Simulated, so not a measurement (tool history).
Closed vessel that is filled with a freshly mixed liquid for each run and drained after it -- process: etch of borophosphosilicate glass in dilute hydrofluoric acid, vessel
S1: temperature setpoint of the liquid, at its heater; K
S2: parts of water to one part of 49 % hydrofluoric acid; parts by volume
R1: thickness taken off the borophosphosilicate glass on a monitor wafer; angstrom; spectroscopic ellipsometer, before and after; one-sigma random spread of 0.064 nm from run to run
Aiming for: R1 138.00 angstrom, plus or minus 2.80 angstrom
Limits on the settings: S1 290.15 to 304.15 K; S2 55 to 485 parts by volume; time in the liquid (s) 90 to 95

run 1 hour=0.0 | S1=296.15 S2=270 time_in_the_liquid_(s)=90 | R1=208.81
run 2 hour=2.2 | S1=293.15 S2=270 time_in_the_liquid_(s)=90 | R1=185.95
run 3 hour=7.5 | S1=293.15 S2=270 time_in_the_liquid_(s)=95 | R1=195.17
run 4 hour=8.3 | S1=293.15 S2=270 time_in_the_liquid_(s)=95 | R1=195.30
run 5 hour=10.9 | S1=292.15 S2=270 time_in_the_liquid_(s)=95 | R1=186.39
run 6 hour=14.6 | S1=291.65 S2=275 time_in_the_liquid_(s)=95 | R1=180.12
run 7 hour=16.1 | S1=291.65 S2=280 time_in_the_liquid_(s)=95 | R1=177.63
run 8 hour=23.1 | S1=291.65 S2=285 time_in_the_liquid_(s)=95 | R1=172.19
run 9 hour=26.3 | S1=291.65 S2=290 time_in_the_liquid_(s)=95 | R1=169.34
run 10 hour=35.2 | S1=291.65 S2=295 time_in_the_liquid_(s)=95 | R1=166.59

4 candidate next runs follow, results not yet known. Just one meets every target within its allowed miss. Identify it.
run A hour=44.1 | S1=294.65 S2=340 time_in_the_liquid_(s)=90 | R1=?
run B hour=44.1 | S1=290.65 S2=230 time_in_the_liquid_(s)=95 | R1=?
run C hour=44.1 | S1=291.15 S2=305 time_in_the_liquid_(s)=90 | R1=?
run D hour=44.1 | S1=291.65 S2=325 time_in_the_liquid_(s)=90 | R1=?

move=A R1=146.90
move=B R1=216.42
move=C R1=148.22
move=D R1=139.49
A: closes in on the targets versus the last run, not all within tolerance yet
B: misses by more than the last run did
C: closes in on the targets versus the last run, not all within tolerance yet
D: hits every target within its allowed miss
D meets every target.
